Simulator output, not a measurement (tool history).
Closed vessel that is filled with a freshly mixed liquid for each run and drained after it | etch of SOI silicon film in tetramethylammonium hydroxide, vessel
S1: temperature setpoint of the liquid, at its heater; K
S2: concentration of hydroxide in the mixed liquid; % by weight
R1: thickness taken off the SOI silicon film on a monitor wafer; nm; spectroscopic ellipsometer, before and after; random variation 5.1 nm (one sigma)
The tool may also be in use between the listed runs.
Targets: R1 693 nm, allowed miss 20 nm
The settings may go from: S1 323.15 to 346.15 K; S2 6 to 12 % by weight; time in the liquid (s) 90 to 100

Run 1, day 0: S1 333.15 K, S2 8 % by weight, time in the liquid (s) 90. Result: R1 361.98 nm.
Run 2, day 0.183: S1 337.65 K, S2 8 % by weight, time in the liquid (s) 90. Result: R1 483.48 nm.
Run 3, day 0.442: S1 337.65 K, S2 7.5 % by weight, time in the liquid (s) 90. Result: R1 482.89 nm.
Run 4, day 0.708: S1 337.65 K, S2 9 % by weight, time in the liquid (s) 90. Result: R1 457.7 nm.
Run 5, day 0.896: S1 339.65 K, S2 9 % by weight, time in the liquid (s) 90. Result: R1 513.68 nm.
Run 6, day 0.992: S1 340.65 K, S2 9 % by weight, time in the liquid (s) 90. Result: R1 552.18 nm.
Run 7, day 1.038: S1 341.65 K, S2 9 % by weight, time in the liquid (s) 90. Result: R1 583.34 nm.
Run 8, day 1.279: S1 342.15 K, S2 9 % by weight, time in the liquid (s) 90. Result: R1 596.51 nm.
Run 9, day 1.617: S1 342.65 K, S2 9 % by weight, time in the liquid (s) 90. Result: R1 617.72 nm.
Run 10, day 1.792: S1 343.15 K, S2 9 % by weight, time in the liquid (s) 90. Result: R1 639.73 nm.
Run 11, day 1.892: S1 343.65 K, S2 9 % by weight, time in the liquid (s) 90. Result: R1 662.54 nm.

Which of these 4 next moves meets every target?
Run A, day 1.992: S1 342.65 K, S2 7.5 % by weight, time in the liquid (s) 90. Result: R1 ?.
Run B, day 1.992: S1 343.15 K, S2 8.5 % by weight, time in the liquid (s) 95. Result: R1 ?.
Run C, day 1.992: S1 343.65 K, S2 10 % by weight, time in the liquid (s) 90. Result: R1 ?.
Run D, day 1.992: S1 343.15 K, S2 8.5 % by weight, time in the liquid (s) 90. Result: R1 ?.

move      R1
   A     662
   B  692.19
   C  635.12
   D  655.76
A: as far off as the last run
B: meets every target
C: further off than the last run
D: further off than the last run
Move B is the one to make.

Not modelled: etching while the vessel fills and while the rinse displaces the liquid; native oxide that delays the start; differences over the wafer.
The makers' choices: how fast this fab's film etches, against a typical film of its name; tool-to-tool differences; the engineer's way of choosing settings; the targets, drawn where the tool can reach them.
